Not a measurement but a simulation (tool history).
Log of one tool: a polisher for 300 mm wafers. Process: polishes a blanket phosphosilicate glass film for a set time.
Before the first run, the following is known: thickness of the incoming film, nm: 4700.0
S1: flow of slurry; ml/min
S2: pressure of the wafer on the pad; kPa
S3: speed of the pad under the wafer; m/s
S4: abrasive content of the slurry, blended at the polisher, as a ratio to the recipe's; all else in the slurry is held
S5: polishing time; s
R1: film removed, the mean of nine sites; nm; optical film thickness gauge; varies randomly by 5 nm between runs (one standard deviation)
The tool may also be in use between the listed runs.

run	day	S1	S2	S3	S4	S5	R1
1	0.000	125	26.9	1.00	1.0	45	429.41
2	0.208	130	28.3	1.00	1.0	45	460.55
3	0.292	130	28.3	1.00	1.1	45	473.32
4	0.562	135	29.0	1.00	1.1	45	489.21
5	0.938	165	29.0	1.00	1.1	45	511.56
6	1.008	165	29.6	1.00	1.1	45	514.94
7	1.238	165	29.6	1.00	1.1	45	517.01
8	1.425	165	30.3	1.00	1.1	45	531.16

Predict the results of run 9:
9	1.567	165	31.0	1.00	1.1	45	?

Logged for run 9: R1 541.05 nm.
